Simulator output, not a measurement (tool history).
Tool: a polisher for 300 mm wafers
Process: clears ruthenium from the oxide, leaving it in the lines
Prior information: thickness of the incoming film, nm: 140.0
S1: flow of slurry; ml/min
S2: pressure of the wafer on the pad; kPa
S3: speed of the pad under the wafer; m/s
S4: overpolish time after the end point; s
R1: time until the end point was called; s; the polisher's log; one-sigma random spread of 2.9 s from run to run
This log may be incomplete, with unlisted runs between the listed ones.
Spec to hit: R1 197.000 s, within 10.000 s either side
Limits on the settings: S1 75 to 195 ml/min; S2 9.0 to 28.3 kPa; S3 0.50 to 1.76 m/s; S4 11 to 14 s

run 1 hour=0.0 | S1=125 S2=18.6 S3=1.12 S4=14 | R1=96.821
run 2 hour=2.8 | S1=125 S2=18.6 S3=1.12 S4=11 | R1=97.103
run 3 hour=8.1 | S1=140 S2=18.6 S3=1.12 S4=11 | R1=99.542
run 4 hour=15.7 | S1=140 S2=14.5 S3=1.12 S4=11 | R1=120.290
run 5 hour=21.4 | S1=140 S2=14.5 S3=1.30 S4=11 | R1=111.000
run 6 hour=28.7 | S1=140 S2=11.7 S3=1.30 S4=11 | R1=125.750
run 7 hour=31.8 | S1=140 S2=11.0 S3=1.14 S4=11 | R1=150.830
run 8 hour=38.4 | S1=140 S2=10.3 S3=1.08 S4=11 | R1=167.050
run 9 hour=40.2 | S1=140 S2=9.7 S3=1.06 S4=11 | R1=178.900
run 10 hour=45.3 | S1=140 S2=9.7 S3=1.04 S4=11 | R1=174.630
run 11 hour=48.3 | S1=140 S2=9.7 S3=1.00 S4=11 | R1=181.160
run 12 hour=50.0 | S1=140 S2=9.7 S3=0.98 S4=11 | R1=180.480
run 13 hour=56.3 | S1=140 S2=9.7 S3=0.96 S4=11 | R1=185.820

Next run, 4 choices. One meets every target within its allowed miss, the rest don't. Which?
run A hour=62.6 | S1=130 S2=10.3 S3=1.06 S4=12 | R1=?
run B hour=62.6 | S1=170 S2=11.7 S3=0.80 S4=14 | R1=?
run C hour=62.6 | S1=115 S2=12.4 S3=0.82 S4=14 | R1=?
run D hour=62.6 | S1=125 S2=9.7 S3=0.92 S4=12 | R1=?

move=A R1=167.880
move=B R1=175.400
move=C R1=174.520
move=D R1=195.910
A: its largest miss is bigger than the last run's
B: its largest miss is bigger than the last run's
C: its largest miss is bigger than the last run's
D: all results land within tolerance of their targets
So the answer is move D, the one that meets all the targets.
